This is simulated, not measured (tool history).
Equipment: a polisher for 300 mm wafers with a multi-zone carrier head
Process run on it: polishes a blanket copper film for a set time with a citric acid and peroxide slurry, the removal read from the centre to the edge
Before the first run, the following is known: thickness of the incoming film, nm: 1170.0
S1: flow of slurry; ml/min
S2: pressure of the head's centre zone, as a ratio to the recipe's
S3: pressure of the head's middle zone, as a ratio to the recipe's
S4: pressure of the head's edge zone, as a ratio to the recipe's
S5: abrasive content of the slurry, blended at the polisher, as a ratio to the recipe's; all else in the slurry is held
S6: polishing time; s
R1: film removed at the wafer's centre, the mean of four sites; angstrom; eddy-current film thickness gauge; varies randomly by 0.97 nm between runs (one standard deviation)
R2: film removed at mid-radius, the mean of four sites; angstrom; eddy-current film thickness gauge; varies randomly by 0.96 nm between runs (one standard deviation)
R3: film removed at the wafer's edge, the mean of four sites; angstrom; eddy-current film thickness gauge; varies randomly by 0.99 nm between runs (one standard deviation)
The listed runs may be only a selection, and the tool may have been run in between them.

run 1 hour=0.0 | S1=140 S2=1.00 S3=1.00 S4=1.00 S5=1.00 S6=62 | R1=1148.40 R2=1124.30 R3=1172.60
run 2 hour=1.9 | S1=140 S2=1.00 S3=1.00 S4=1.05 S5=1.00 S6=62 | R1=1155.70 R2=1149.50 R3=1200.30
run 3 hour=3.7 | S1=135 S2=0.99 S3=0.99 S4=1.04 S5=0.95 S6=60 | R1=1100.20 R2=1071.50 R3=1119.00
run 4 hour=12.1 | S1=130 S2=0.97 S3=0.97 S4=1.05 S5=0.95 S6=58 | R1=1022.00 R2=1034.00 R3=1068.20
run 5 hour=17.4 | S1=130 S2=0.96 S3=0.95 S4=1.07 S5=0.95 S6=55 | R1=950.34 R2=972.34 R3=1040.40
run 6 hour=25.7 | S1=130 S2=0.96 S3=0.93 S4=1.08 S5=0.90 S6=53 | R1=895.46 R2=850.28 R3=962.62
run 7 hour=32.1 | S1=125 S2=0.94 S3=0.92 S4=1.07 S5=0.85 S6=53 | R1=864.89 R2=852.65 R3=953.65
run 8 hour=33.2 | S1=125 S2=0.93 S3=0.91 S4=1.07 S5=0.80 S6=52 | R1=820.71 R2=805.26 R3=907.35
run 9 hour=34.3 | S1=125 S2=0.92 S3=0.90 S4=1.06 S5=0.75 S6=52 | R1=773.30 R2=786.37 R3=912.17
run 10 hour=43.2 | S1=120 S2=0.93 S3=0.90 S4=1.06 S5=0.70 S6=51 | R1=749.86 R2=741.73 R3=874.37

Estimate the outcome of run 11 from the log above:
run 11 hour=49.3 | S1=120 S2=0.93 S3=0.90 S4=1.05 S5=0.70 S6=50 | R1=? R2=? R3=?

For run 11 the tool returned R1 738.01 angstrom, R2 754.06 angstrom, R3 832.92 angstrom.
